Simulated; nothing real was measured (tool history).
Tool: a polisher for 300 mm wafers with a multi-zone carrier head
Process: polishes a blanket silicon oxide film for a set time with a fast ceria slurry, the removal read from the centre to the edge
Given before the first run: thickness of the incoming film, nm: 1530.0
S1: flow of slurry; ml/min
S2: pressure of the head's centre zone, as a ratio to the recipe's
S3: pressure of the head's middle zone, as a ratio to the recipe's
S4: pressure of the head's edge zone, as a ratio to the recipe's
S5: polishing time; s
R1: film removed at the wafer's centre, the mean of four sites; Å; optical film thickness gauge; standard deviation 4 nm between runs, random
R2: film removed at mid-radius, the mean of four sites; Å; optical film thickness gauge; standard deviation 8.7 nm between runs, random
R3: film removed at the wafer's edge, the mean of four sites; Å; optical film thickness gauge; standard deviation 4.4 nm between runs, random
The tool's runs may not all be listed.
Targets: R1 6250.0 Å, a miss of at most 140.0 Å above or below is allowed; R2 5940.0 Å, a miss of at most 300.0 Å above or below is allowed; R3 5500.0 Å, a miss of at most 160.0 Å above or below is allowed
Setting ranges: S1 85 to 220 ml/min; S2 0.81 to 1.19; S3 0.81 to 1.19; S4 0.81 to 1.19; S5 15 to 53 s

run,hour,S1,S2,S3,S4,S5,R1,R2,R3
1,0.0,140,1.00,1.00,1.00,34,3746.7,3751.0,3658.0
2,3.1,145,1.01,1.01,1.01,35,3917.7,3888.6,3785.2
3,8.8,150,1.02,1.02,1.02,36,4076.6,4058.6,3938.3
4,12.6,155,1.03,1.03,1.03,37,4222.4,4213.7,4078.8
5,14.0,155,1.03,1.03,1.09,37,4332.5,4250.5,4209.7
6,15.4,155,1.03,1.03,1.14,37,4274.2,4303.2,4267.9
7,18.4,160,1.04,1.04,1.14,38,4421.8,4498.1,4400.1
8,19.2,165,1.05,1.05,1.14,39,4635.9,4536.9,4525.9

Which single option among these 4 for the next run brings every result within its allowed miss of target? Just one does.
A,20.0,165,1.02,0.95,1.16,34,?,?,?
B,20.0,190,1.15,1.12,1.09,44,?,?,?
C,20.0,175,1.04,1.19,1.11,50,?,?,?
D,20.0,155,1.15,1.11,1.06,49,?,?,?

move,R1,R2,R3
A,3912.7,3627.5,3991.6
B,5781.4,5495.8,5077.7
C,5928.2,6488.7,5762.7
D,6195.0,5871.2,5439.2
A: moves away from the targets compared with the last run
B: moves toward the targets from the last run without getting all of them in spec
C: moves toward the targets from the last run without getting all of them in spec
D: in spec on every target
So the answer is move D, the one that meets all the targets.
